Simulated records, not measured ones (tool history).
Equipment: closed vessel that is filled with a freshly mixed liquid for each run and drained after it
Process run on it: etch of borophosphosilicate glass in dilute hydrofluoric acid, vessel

run  hour  temperature setpoint of the liquid (K)  parts of water to one part of 49 % hydrofluoric acid (parts by volume)  time in the liquid (s)  thickness taken off the borophosphosilicate glass on a monitor wafer (angstrom)
  1     0                                  294.15                                                                      65                      50                                                                            253.6
  2   6.8                                  294.15                                                                      65                      50                                                                           251.97
  3    11                                  294.15                                                                      55                      50                                                                           301.62
  4  14.1                                  291.15                                                                      55                      50                                                                           266.65
  5  15.7                                  293.65                                                                      55                      50                                                                            293.5
  6    17                                  293.65                                                                      45                      50                                                                           364.97
  7  25.3                                  293.15                                                                      50                      50                                                                           316.77

Estimate the outcome of run 8 from the log above:
  8  31.6                                  293.15                                                                      50                      50                                                                                ?

thickness taken off the borophosphosilicate glass on a monitor wafer (angstrom): 318.58

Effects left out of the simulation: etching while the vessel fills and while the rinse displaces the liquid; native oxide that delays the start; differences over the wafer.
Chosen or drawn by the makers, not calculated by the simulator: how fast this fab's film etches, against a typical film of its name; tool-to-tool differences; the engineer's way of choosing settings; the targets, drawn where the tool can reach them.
